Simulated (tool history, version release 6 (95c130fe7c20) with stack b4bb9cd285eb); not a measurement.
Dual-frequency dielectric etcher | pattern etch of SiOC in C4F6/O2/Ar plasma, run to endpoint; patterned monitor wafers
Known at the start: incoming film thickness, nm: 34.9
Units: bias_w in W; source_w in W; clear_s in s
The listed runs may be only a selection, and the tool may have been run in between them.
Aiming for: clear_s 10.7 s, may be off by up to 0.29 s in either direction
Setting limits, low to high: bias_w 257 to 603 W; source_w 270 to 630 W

Run 1, hour 0: bias_w 430 W, source_w 450 W. Result: clear_s 12.61 s.
Run 2, hour 1.2: bias_w 430 W, source_w 390 W. Result: clear_s 13.06 s.
Run 3, hour 10: bias_w 498 W, source_w 390 W. Result: clear_s 12.552 s.
Run 4, hour 15.4: bias_w 454 W, source_w 390 W. Result: clear_s 12.709 s.
Run 5, hour 22.6: bias_w 384 W, source_w 390 W. Result: clear_s 13.581 s.
Run 6, hour 24.4: bias_w 419 W, source_w 390 W. Result: clear_s 13.206 s.
Run 7, hour 28.4: bias_w 452 W, source_w 420 W. Result: clear_s 12.722 s.
Run 8, hour 34: bias_w 482 W, source_w 450 W. Result: clear_s 11.931 s.
Run 9, hour 38: bias_w 500 W, source_w 460 W. Result: clear_s 12.054 s.
Run 10, hour 43.5: bias_w 521 W, source_w 480 W. Result: clear_s 11.568 s.

Which one of the following 4 next-run settings gets every result inside its allowed miss? There is exactly one.
Run A, hour 49: bias_w 555 W, source_w 500 W. Result: clear_s ?.
Run B, hour 49: bias_w 529 W, source_w 500 W. Result: clear_s ?.
Run C, hour 49: bias_w 537 W, source_w 600 W. Result: clear_s ?.
Run D, hour 49: bias_w 552 W, source_w 280 W. Result: clear_s ?.

move  clear_s
   A   11.345
   B   11.528
   C    10.85
   D   13.367
A: moves toward the targets from the last run without getting all of them in spec
B: about the same distance from the targets as the last run
C: all results in spec
D: misses by more than the last run did
So the answer is move C, the one that meets all the targets.

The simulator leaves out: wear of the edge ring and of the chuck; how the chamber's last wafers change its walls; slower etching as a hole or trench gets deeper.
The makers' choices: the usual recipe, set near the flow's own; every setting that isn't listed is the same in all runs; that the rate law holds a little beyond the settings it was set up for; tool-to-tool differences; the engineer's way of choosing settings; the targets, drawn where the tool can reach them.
